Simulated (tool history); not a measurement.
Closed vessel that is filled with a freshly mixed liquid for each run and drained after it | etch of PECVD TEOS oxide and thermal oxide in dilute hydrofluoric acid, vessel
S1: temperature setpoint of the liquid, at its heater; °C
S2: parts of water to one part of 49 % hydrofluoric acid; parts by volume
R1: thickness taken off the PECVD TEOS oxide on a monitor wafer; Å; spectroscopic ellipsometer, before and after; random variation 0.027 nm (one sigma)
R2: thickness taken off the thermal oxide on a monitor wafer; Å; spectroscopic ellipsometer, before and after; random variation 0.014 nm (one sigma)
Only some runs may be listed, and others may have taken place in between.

{"run": 1, "hour": 0.0, "S1": 21, "S2": 85, "time in the liquid (s)": 60, "R1": 148.71, "R2": 30.384}
{"run": 2, "hour": 5.4, "S1": 23, "S2": 85, "time in the liquid (s)": 60, "R1": 161.85, "R2": 33.183}
{"run": 3, "hour": 7.0, "S1": 23, "S2": 85, "time in the liquid (s)": 35, "R1": 94.298, "R2": 19.237}
{"run": 4, "hour": 12.4, "S1": 21.5, "S2": 90, "time in the liquid (s)": 35, "R1": 83.612, "R2": 17.209}
{"run": 5, "hour": 16.7, "S1": 21.5, "S2": 90, "time in the liquid (s)": 45, "R1": 107.69, "R2": 21.914}
{"run": 6, "hour": 17.5, "S1": 19.5, "S2": 90, "time in the liquid (s)": 45, "R1": 98.876, "R2": 19.711}
{"run": 7, "hour": 25.2, "S1": 17.5, "S2": 120, "time in the liquid (s)": 45, "R1": 65.831, "R2": 13.642}
{"run": 8, "hour": 30.6, "S1": 17, "S2": 125, "time in the liquid (s)": 45, "R1": 62.224, "R2": 12.403}
{"run": 9, "hour": 33.7, "S1": 17.5, "S2": 125, "time in the liquid (s)": 45, "R1": 63.106, "R2": 12.886}

The next listed run, before its measurement:
{"run": 10, "hour": 36.8, "S1": 17, "S2": 125, "time in the liquid (s)": 45, "R1": "?", "R2": "?"}

{"run 10": {"R1": 62.167, "R2": 12.798}}
